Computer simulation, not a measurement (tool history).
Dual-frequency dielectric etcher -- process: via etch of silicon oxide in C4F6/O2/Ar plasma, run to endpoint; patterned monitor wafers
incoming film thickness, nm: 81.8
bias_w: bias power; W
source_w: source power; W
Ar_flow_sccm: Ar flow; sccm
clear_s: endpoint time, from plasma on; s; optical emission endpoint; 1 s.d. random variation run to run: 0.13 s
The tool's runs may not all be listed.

run    day  bias_w  source_w  Ar_flow_sccm  clear_s
  1  0.000     518       270           257   19.550
  2  0.138     610       270           257   18.694
  3  0.471     688       270           257   17.966
  4  0.783     688       270           214   17.534
  5  0.979     688       270           182   17.163
  6  1.333     726       270           182   16.745

For run 7, what comes out?
  7  1.462     673       260           185        ?

clear_s: 17.685 s
